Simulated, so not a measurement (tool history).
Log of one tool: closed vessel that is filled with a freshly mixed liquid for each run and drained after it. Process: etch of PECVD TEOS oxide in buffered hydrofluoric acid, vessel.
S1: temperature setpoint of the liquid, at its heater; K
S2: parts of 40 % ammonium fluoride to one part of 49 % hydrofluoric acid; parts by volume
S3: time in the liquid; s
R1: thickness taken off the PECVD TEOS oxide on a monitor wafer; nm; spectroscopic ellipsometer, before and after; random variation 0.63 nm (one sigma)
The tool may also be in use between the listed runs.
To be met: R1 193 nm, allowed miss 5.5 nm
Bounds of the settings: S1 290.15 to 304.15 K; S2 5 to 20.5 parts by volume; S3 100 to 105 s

run,day,S1,S2,S3,R1
1,0,296.15,12.5,100,246.07
2,0.058,299.15,12.5,100,289.34
3,0.142,297.15,12.5,100,259.49
4,0.296,298.65,12.5,100,282.21
# day 0.521: hydrofluoric acid flow meter replaced
5,0.521,296.65,12.5,100,266.53
6,0.788,296.65,14.5,100,230.78
7,0.967,295.65,14.5,100,217.55
8,1.338,295.15,14.5,100,213.57

4 next moves are on the table. One of them brings every result within its allowed miss. Which?
A,1.708,294.65,15.5,100,?
B,1.708,294.65,15.5,105,?
C,1.708,296.15,15.5,105,?
D,1.708,297.65,15,105,?

move,R1
A,191.73
B,201.32
C,218.72
D,245.21
A: meets every target
B: nearer than the last run, and not there yet
C: further off than the last run
D: further off than the last run
The right move is A.

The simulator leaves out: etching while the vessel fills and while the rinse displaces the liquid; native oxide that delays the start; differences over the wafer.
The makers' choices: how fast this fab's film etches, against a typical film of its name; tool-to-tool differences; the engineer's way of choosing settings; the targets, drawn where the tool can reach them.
